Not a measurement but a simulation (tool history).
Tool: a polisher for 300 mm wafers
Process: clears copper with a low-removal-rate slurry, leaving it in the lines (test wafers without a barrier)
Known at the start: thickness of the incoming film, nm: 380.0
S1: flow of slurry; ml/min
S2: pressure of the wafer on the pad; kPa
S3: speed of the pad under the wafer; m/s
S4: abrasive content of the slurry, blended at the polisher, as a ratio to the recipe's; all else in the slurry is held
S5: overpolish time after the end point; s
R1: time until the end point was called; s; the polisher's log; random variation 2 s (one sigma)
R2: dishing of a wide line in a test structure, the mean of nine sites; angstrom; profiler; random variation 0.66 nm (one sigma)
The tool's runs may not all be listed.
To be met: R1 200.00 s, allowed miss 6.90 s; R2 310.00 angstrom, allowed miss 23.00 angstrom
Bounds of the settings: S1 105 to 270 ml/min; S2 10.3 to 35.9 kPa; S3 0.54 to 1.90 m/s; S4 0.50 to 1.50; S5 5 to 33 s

run	hour	S1	S2	S3	S4	S5	R1	R2
1	0.0	175	22.8	1.22	1.00	17	114.82	348.94
2	1.5	170	20.0	1.22	1.00	19	129.41	344.53
3	7.2	170	20.0	1.22	1.10	19	128.23	351.70
4	13.4	170	17.9	1.22	1.10	20	142.09	332.28
5	17.5	170	16.5	1.22	1.10	21	154.65	333.93
6	19.5	170	21.4	1.22	1.10	21	118.16	393.34
7	23.3	170	19.3	1.22	1.10	22	133.05	359.85
8	30.2	170	17.2	1.22	1.10	23	149.19	360.66
9	34.7	170	15.9	1.22	1.10	23	158.82	335.34
10	37.0	170	15.2	1.22	1.10	24	169.52	334.56
11	44.2	170	14.5	1.22	1.10	24	175.43	329.12
12	46.8	170	14.5	1.22	1.10	24	174.99	320.26
13	48.0	170	13.8	1.22	1.10	24	182.97	325.42
14	56.8	170	13.1	1.22	1.10	24	192.05	303.11

Which of these 5 next moves meets every target?
A	65.6	155	17.9	0.94	1.05	24	?	?
B	65.6	145	13.8	1.20	1.15	22	?	?
C	65.6	195	12.4	1.04	1.45	28	?	?
D	65.6	120	11.7	1.30	1.40	19	?	?
E	65.6	120	13.1	1.24	1.00	25	?	?

move	R1	R2
A	188.97	326.22
B	189.89	301.92
C	222.70	319.08
D	201.32	256.63
E	202.90	315.21
A: further off than the last run
B: further off than the last run
C: takes the result that was furthest off past its target
D: brings the result that was furthest off to its target, and leaves another outside
E: meets every target
Move E is the one to make.
